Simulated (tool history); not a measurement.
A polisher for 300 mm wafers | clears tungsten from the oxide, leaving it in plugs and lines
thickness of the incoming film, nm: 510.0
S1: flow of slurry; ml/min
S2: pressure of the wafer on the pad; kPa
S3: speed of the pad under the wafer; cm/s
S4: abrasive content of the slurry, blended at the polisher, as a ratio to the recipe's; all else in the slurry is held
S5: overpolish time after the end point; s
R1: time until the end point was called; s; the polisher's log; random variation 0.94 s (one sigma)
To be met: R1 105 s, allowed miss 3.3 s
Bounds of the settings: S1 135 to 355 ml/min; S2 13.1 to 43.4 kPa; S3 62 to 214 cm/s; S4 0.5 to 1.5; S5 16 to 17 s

run	hour	S1	S2	S3	S4	S5	R1
1	0	225	28.3	138	1	16	63.608
2	4.8	225	28.3	138	1.2	16	60.639
3	8.9	225	28.3	154	1.2	16	55.138
4	10.8	225	24.8	150	1.2	16	63.404
5	11.7	225	24.8	118	1.2	16	77.809
6	18.3	225	22.8	118	1.2	16	83.693
7	22.8	225	21.4	118	1.2	16	88.887
8	29.6	225	20.7	118	1.2	16	91.212

Which of these 4 next moves meets every target?
A	36.4	215	18.6	108	1.1	17	?
B	36.4	250	13.1	148	1.3	17	?
C	36.4	240	22.8	120	1.15	16	?
D	36.4	210	21.4	98	1.2	17	?

move	R1
A	112.73
B	110.75
C	83.939
D	105.39
A: takes the result that was furthest off past its target
B: takes the result that was furthest off past its target
C: further off than the last run
D: meets every target
The right move is D.

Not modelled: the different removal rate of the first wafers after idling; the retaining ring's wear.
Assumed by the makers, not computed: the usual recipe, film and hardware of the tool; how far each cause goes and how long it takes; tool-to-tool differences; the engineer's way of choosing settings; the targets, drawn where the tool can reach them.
